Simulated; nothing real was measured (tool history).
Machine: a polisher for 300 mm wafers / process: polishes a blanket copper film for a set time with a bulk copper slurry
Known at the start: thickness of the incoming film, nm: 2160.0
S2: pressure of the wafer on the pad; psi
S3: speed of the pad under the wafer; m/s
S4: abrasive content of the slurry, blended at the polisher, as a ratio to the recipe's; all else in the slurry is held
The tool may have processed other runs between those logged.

run 1 hour=0 | flow_of_slurry_(ml/min)=245 S2=2.1 S3=1.02 S4=1 polishing_time_(s)=23 | film_removed_(Å)=1919.1
run 2 hour=4.7 | flow_of_slurry_(ml/min)=245 S2=2.3 S3=1.02 S4=1 polishing_time_(s)=23 | film_removed_(Å)=2071.6
run 3 hour=5.8 | flow_of_slurry_(ml/min)=245 S2=2.6 S3=1.02 S4=1 polishing_time_(s)=23 | film_removed_(Å)=2329.7
run 4 hour=14.5 | flow_of_slurry_(ml/min)=245 S2=2.6 S3=1.02 S4=0.9 polishing_time_(s)=23 | film_removed_(Å)=2256.5
run 5 hour=19.3 | flow_of_slurry_(ml/min)=245 S2=2.6 S3=1.02 S4=0.95 polishing_time_(s)=23 | film_removed_(Å)=2309.1
run 6 hour=26.2 | flow_of_slurry_(ml/min)=280 S2=2.6 S3=1.02 S4=0.95 polishing_time_(s)=23 | film_removed_(Å)=2306.6
run 7 hour=30.5 | flow_of_slurry_(ml/min)=280 S2=2.4 S3=1.02 S4=0.95 polishing_time_(s)=23 | film_removed_(Å)=2160.6

What will run 8 give?
run 8 hour=33.4 | flow_of_slurry_(ml/min)=245 S2=1.8 S3=1 S4=0.95 polishing_time_(s)=23 | film_removed_(Å)=?

{"run 8": {"film removed (Å)": 1627.4}}
